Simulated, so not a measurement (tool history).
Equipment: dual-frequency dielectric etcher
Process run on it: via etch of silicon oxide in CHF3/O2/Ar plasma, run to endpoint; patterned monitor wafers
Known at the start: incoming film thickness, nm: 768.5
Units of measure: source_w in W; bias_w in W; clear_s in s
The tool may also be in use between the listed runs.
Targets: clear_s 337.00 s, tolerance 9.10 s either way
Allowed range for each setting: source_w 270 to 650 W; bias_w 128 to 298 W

Run 1, hour 0.0: source_w 460 W, bias_w 213 W. Result: clear_s 380.26 s.
Run 2, hour 3.1: source_w 500 W, bias_w 213 W. Result: clear_s 370.76 s.
Run 3, hour 5.7: source_w 520 W, bias_w 216 W. Result: clear_s 359.33 s.
Run 4, hour 11.9: source_w 460 W, bias_w 216 W. Result: clear_s 379.48 s.
At hour 15.6: bias power generator calibrated.
Run 5, hour 15.6: source_w 380 W, bias_w 216 W. Result: clear_s 410.35 s.
Run 6, hour 18.6: source_w 410 W, bias_w 220 W. Result: clear_s 400.38 s.
Run 7, hour 21.1: source_w 440 W, bias_w 224 W. Result: clear_s 383.35 s.
Run 8, hour 22.1: source_w 460 W, bias_w 227 W. Result: clear_s 371.02 s.
Run 9, hour 25.7: source_w 470 W, bias_w 228 W. Result: clear_s 372.83 s.

Exactly one of the 5 candidate moves below puts every result within its allowed miss. Which one?
Run A, hour 29.3: source_w 380 W, bias_w 218 W. Result: clear_s ?.
Run B, hour 29.3: source_w 510 W, bias_w 239 W. Result: clear_s ?.
Run C, hour 29.3: source_w 540 W, bias_w 260 W. Result: clear_s ?.
Run D, hour 29.3: source_w 460 W, bias_w 243 W. Result: clear_s ?.
Run E, hour 29.3: source_w 470 W, bias_w 249 W. Result: clear_s ?.

move  clear_s
   A   412.02
   B   352.88
   C   333.90
   D   365.49
   E   358.93
A: lands further from the targets than the last run did
B: closer than the last run, but not yet in spec
C: in spec on every target
D: closer than the last run, but not yet in spec
E: closer than the last run, but not yet in spec
The move that meets every target is C.
